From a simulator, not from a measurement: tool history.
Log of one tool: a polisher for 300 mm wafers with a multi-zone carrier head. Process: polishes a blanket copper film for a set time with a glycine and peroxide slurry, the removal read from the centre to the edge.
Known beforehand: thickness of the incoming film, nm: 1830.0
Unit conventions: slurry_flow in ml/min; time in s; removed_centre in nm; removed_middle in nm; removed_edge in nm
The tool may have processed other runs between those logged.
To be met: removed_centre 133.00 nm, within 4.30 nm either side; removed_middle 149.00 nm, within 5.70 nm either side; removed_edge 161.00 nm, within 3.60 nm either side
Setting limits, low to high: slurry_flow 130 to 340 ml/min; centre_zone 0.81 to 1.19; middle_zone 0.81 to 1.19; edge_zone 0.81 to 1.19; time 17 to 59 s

| run | hour | slurry_flow | centre_zone | middle_zone | edge_zone | time | removed_centre | removed_middle | removed_edge |
|---|---|---|---|---|---|---|---|---|---|
| 1 | 0.0 | 220 | 1.00 | 1.00 | 1.00 | 38 | 224.37 | 234.87 | 234.26 |
| 2 | 5.1 | 250 | 1.00 | 1.00 | 1.00 | 38 | 226.40 | 234.35 | 238.20 |
| 3 | 8.5 | 245 | 0.97 | 0.98 | 0.98 | 36 | 206.74 | 219.31 | 224.02 |
| 4 | 12.2 | 240 | 0.95 | 0.96 | 0.96 | 34 | 191.46 | 196.61 | 209.03 |
| 5 | 17.6 | 240 | 0.95 | 0.96 | 0.96 | 43 | 249.48 | 259.48 | 264.38 |
| 6 | 21.4 | 230 | 0.93 | 0.95 | 0.94 | 40 | 219.59 | 232.55 | 242.94 |
| 7 | 25.7 | 225 | 0.92 | 0.95 | 0.92 | 38 | 207.73 | 222.37 | 226.67 |
| 8 | 27.8 | 220 | 0.90 | 0.94 | 0.91 | 36 | 193.54 | 210.28 | 214.55 |
| 9 | 35.9 | 215 | 0.89 | 0.93 | 0.90 | 34 | 177.43 | 195.29 | 202.77 |
| 10 | 37.7 | 210 | 0.88 | 0.92 | 0.89 | 33 | 169.55 | 183.92 | 196.01 |
| 11 | 46.3 | 205 | 0.87 | 0.92 | 0.88 | 32 | 161.79 | 178.44 | 187.98 |
| 12 | 49.0 | 200 | 0.86 | 0.91 | 0.87 | 31 | 153.23 | 170.80 | 179.88 |
| 13 | 53.9 | 190 | 0.85 | 0.90 | 0.86 | 31 | 153.39 | 172.67 | 181.51 |
| 14 | 58.2 | 190 | 0.85 | 0.89 | 0.85 | 30 | 146.21 | 162.34 | 174.05 |
| 15 | 62.0 | 185 | 0.85 | 0.89 | 0.84 | 30 | 147.51 | 160.54 | 172.19 |
| 16 | 62.9 | 180 | 0.84 | 0.89 | 0.84 | 30 | 142.46 | 162.20 | 174.31 |
| 17 | 64.1 | 180 | 0.84 | 0.88 | 0.83 | 29 | 139.15 | 153.15 | 164.27 |
| 18 | 66.3 | 175 | 0.84 | 0.88 | 0.83 | 29 | 139.29 | 154.56 | 163.23 |

Exactly one of the 5 candidate moves below puts every result within its allowed miss. Which one?
| A | 68.5 | 235 | 0.85 | 0.93 | 0.83 | 28 | ? | ? | ? |
| B | 68.5 | 220 | 0.83 | 0.88 | 0.88 | 27 | ? | ? | ? |
| C | 68.5 | 155 | 0.87 | 0.96 | 0.81 | 28 | ? | ? | ? |
| D | 68.5 | 155 | 0.89 | 0.91 | 0.81 | 29 | ? | ? | ? |
| E | 68.5 | 145 | 0.89 | 0.84 | 0.82 | 30 | ? | ? | ? |

| move | removed_centre | removed_middle | removed_edge |
|---|---|---|---|
| A | 141.82 | 162.94 | 164.30 |
| B | 132.20 | 148.91 | 160.44 |
| C | 135.06 | 156.80 | 155.48 |
| D | 143.07 | 155.39 | 161.14 |
| E | 145.75 | 148.65 | 165.91 |
A: lands further from the targets than the last run did
B: all results in spec
C: brings the result that was furthest off to its target, and leaves another outside
D: lands further from the targets than the last run did
E: lands further from the targets than the last run did
Answer: B

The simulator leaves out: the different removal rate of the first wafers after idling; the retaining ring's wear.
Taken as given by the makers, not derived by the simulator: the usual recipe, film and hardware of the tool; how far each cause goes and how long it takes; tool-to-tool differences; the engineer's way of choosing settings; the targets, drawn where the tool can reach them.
